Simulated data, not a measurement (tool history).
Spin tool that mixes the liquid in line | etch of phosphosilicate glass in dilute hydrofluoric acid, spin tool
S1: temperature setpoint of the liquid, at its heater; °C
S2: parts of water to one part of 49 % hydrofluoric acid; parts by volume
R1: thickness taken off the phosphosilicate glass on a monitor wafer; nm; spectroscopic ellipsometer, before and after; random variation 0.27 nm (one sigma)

{"run": 1, "day": 0.0, "S1": 26, "S2": 105, "time under the liquid (s)": 50, "R1": 35.522}
{"run": 2, "day": 0.229, "S1": 26, "S2": 105, "time under the liquid (s)": 50, "R1": 35.341}
{"run": 3, "day": 0.396, "S1": 26, "S2": 90, "time under the liquid (s)": 50, "R1": 41.897}
{"run": 4, "day": 0.475, "S1": 28, "S2": 80, "time under the liquid (s)": 50, "R1": 51.716}
{"run": 5, "day": 0.729, "S1": 28, "S2": 80, "time under the liquid (s)": 50, "R1": 51.809}
{"run": 6, "day": 0.771, "S1": 28, "S2": 60, "time under the liquid (s)": 50, "R1": 71.137}

The next listed run, before its measurement:
{"run": 7, "day": 0.858, "S1": 29.5, "S2": 60, "time under the liquid (s)": 50, "R1": "?"}

R1: 75.077 nm
